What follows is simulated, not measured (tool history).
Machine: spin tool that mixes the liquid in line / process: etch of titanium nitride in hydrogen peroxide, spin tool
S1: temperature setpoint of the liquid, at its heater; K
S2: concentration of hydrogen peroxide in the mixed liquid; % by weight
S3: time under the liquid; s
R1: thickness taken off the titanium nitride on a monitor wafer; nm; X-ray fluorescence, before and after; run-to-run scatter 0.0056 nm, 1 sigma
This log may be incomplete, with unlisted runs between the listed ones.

| run | hour | S1 | S2 | S3 | R1 |
|---|---|---|---|---|---|
| 1 | 0 | 319.15 | 22.5 | 65 | 1.787 |
| 2 | 8.8 | 317.65 | 22.5 | 65 | 1.5942 |
| 3 | 10.5 | 317.65 | 22.5 | 65 | 1.601 |
| 4 | 15.9 | 317.65 | 26.5 | 65 | 1.6607 |
| 5 | 21.8 | 312.65 | 26.5 | 65 | 1.1338 |
| 6 | 26.4 | 312.15 | 26.5 | 65 | 1.0797 |
| 7 | 29.5 | 311.65 | 26.5 | 65 | 1.0429 |
| 8 | 36.4 | 311.15 | 26.5 | 65 | 0.99192 |
| 9 | 45.1 | 310.65 | 26.5 | 65 | 0.95609 |

Forecast run 10:
| 10 | 45.9 | 310.15 | 26.5 | 65 | ? |

{"run 10": {"R1": 0.92487}}
